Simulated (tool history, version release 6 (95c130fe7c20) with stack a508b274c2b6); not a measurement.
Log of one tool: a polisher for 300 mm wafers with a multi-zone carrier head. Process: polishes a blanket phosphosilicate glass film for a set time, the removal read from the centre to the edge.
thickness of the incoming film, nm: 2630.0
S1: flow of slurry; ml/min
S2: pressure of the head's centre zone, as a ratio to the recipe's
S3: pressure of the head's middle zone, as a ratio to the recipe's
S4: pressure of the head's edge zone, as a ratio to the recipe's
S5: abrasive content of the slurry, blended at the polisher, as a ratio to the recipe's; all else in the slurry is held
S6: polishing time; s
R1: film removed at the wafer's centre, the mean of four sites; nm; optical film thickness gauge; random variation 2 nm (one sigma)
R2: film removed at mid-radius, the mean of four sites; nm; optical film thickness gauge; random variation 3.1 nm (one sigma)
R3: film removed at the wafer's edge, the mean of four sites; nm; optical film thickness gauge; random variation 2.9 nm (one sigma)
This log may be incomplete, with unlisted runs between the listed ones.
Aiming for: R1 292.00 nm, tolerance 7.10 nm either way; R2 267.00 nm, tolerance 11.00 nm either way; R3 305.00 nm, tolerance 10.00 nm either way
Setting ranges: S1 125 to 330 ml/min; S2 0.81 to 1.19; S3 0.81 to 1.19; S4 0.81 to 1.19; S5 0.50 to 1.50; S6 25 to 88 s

run,hour,S1,S2,S3,S4,S5,S6,R1,R2,R3
1,0.0,210,1.00,1.00,1.00,1.00,56,515.22,517.47,519.00
2,3.7,205,0.99,0.97,0.99,0.90,54,465.06,468.27,473.17
3,8.2,205,0.99,0.92,0.99,0.90,54,474.52,446.13,482.91
4,11.6,200,0.98,0.90,0.98,0.85,52,437.48,418.67,445.13
5,20.5,195,0.98,0.89,0.99,0.80,50,413.80,384.06,424.07
6,24.0,195,0.98,0.89,0.99,0.80,58,469.39,457.25,495.92
7,28.1,195,0.98,0.88,0.99,0.75,55,441.81,409.60,455.57
8,35.1,195,0.97,0.87,0.98,0.70,53,404.29,378.90,427.13
9,40.6,200,0.97,0.86,0.97,0.65,51,381.23,359.51,401.74
10,48.4,195,0.97,0.85,0.96,0.65,50,370.89,350.24,376.28
11,50.7,190,0.97,0.84,0.96,0.65,49,360.27,334.28,374.66
12,56.5,185,0.97,0.84,0.96,0.65,48,354.89,327.26,369.46

Consider the 4 candidate settings below. Which is the only one whose results all fall within their allowed miss of target?
A,62.3,215,0.83,1.16,0.81,0.50,47,?,?,?
B,62.3,235,0.96,0.98,0.83,0.70,56,?,?,?
C,62.3,180,0.97,0.82,0.96,0.55,43,?,?,?
D,62.3,235,1.05,0.99,0.81,0.65,57,?,?,?

move,R1,R2,R3
A,273.02,372.19,301.80
B,436.98,455.28,421.34
C,296.05,271.44,306.37
D,472.39,452.68,411.67
A: pushes the last run's worst result past its target
B: the biggest miss grows against the last run
C: hits every target within its allowed miss
D: the biggest miss grows against the last run
So the answer is move C, the one that meets all the targets.
